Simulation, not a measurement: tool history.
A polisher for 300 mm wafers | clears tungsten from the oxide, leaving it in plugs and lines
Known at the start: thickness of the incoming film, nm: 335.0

run  hour  flow of slurry (ml/min)  pressure of the wafer on the pad (psi)  speed of the pad under the wafer (m/s)  abrasive content of the slurry  overpolish time after the end point (s)  time until the end point was called (s)
  1   0.0                      210                                     3.3                                    0.92                             1.0                                       21                                   100.37
  2   2.5                      210                                     3.1                                    0.92                             1.0                                       21                                   105.30
  3   8.0                      210                                     2.9                                    0.92                             1.0                                       21                                   111.51
  4  13.5                      245                                     2.9                                    0.92                             1.0                                       21                                   109.76
  5  21.8                      245                                     2.7                                    0.92                             1.0                                       21                                   119.78
  6  30.5                      245                                     2.6                                    0.92                             1.0                                       21                                   124.96
     39.3  -- slurry blender recalibrated
  7  39.3                      240                                     2.3                                    0.92                             1.0                                       21                                   126.54
  8  43.9                      240                                     1.8                                    0.90                             1.0                                       21                                   158.56

Forecast run 9:
  9  44.8                      240                                     1.9                                    0.90                             1.0                                       21                                        ?

time until the end point was called (s): 150.67
